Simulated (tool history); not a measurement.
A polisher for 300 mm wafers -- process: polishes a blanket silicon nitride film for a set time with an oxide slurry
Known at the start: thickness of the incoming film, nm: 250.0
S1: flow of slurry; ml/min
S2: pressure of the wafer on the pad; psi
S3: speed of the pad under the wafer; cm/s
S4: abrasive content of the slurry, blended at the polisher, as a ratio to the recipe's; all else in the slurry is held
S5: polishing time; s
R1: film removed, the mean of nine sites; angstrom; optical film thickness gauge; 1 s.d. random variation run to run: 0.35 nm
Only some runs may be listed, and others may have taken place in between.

| run | hour | S1 | S2 | S3 | S4 | S5 | R1 |
|---|---|---|---|---|---|---|---|
| 1 | 0 | 140 | 2.5 | 134 | 1 | 86 | 545.15 |
| 2 | 6.2 | 140 | 2.5 | 116 | 1 | 86 | 499.27 |
| 3 | 12.1 | 140 | 2.3 | 114 | 1 | 86 | 456.64 |
| 4 | 20.5 | 140 | 2.1 | 112 | 1 | 86 | 426.9 |
| 5 | 27.7 | 140 | 2 | 110 | 1 | 86 | 404.47 |
| 6 | 35.8 | 140 | 2 | 110 | 1 | 90 | 426.69 |
| 7 | 39.1 | 140 | 1.9 | 108 | 1 | 90 | 396.26 |
| 8 | 40.9 | 140 | 1.8 | 106 | 1 | 90 | 386.51 |
| 9 | 43.9 | 140 | 1.7 | 104 | 1 | 90 | 350.38 |

What does the tool deliver on the next run?
| 10 | 51.2 | 140 | 1.6 | 104 | 1 | 90 | ? |

R1: 349.09 angstrom
